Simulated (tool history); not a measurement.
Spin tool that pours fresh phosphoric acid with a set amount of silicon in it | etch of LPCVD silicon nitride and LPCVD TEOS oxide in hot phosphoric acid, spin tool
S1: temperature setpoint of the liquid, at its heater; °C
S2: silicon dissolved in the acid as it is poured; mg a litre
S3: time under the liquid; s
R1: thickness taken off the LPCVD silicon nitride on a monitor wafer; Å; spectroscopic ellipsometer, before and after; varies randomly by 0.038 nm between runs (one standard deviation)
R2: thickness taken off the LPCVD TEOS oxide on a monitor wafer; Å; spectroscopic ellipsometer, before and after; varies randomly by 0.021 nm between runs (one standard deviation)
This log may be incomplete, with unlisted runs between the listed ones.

| run | hour | S1 | S2 | S3 | R1 | R2 |
|---|---|---|---|---|---|---|
| 1 | 0.0 | 161.0 | 24.0 | 75 | 66.211 | 1.44150 |
| 2 | 2.2 | 162.5 | 24.0 | 75 | 69.796 | 1.18480 |
| 3 | 5.3 | 162.5 | 31.5 | 75 | 69.757 | 0.95947 |
| 4 | 5.9 | 162.5 | 44.0 | 75 | 70.043 | 0.42490 |
| 5 | 8.8 | 163.5 | 44.0 | 75 | 72.401 | 0.52453 |
| 6 | 16.3 | 162.5 | 39.5 | 75 | 69.900 | 0.69857 |
| 7 | 20.7 | 162.0 | 37.5 | 75 | 69.026 | 0.64916 |
| 8 | 23.2 | 161.5 | 34.5 | 75 | 67.500 | 0.48159 |
| 9 | 28.5 | 161.0 | 30.0 | 75 | 66.208 | 1.05870 |
|  | 31.0 | heated supply line repaired |
| 10 | 31.0 | 160.5 | 29.5 | 75 | 72.582 | 1.08890 |
| 11 | 33.7 | 161.0 | 28.0 | 75 | 73.950 | 1.05890 |
| 12 | 39.1 | 161.5 | 27.0 | 75 | 76.223 | 1.57230 |
| 13 | 44.8 | 159.0 | 12.0 | 65 | 60.919 | 1.18820 |
| 14 | 53.3 | 159.0 | 11.5 | 65 | 60.380 | 1.43100 |
| 15 | 59.8 | 159.0 | 12.0 | 65 | 60.713 | 1.20190 |

Expected results for the next run?
| 16 | 64.2 | 159.0 | 11.5 | 65 | ? | ? |

R1: 60.498 Å
R2: 1.37160 Å
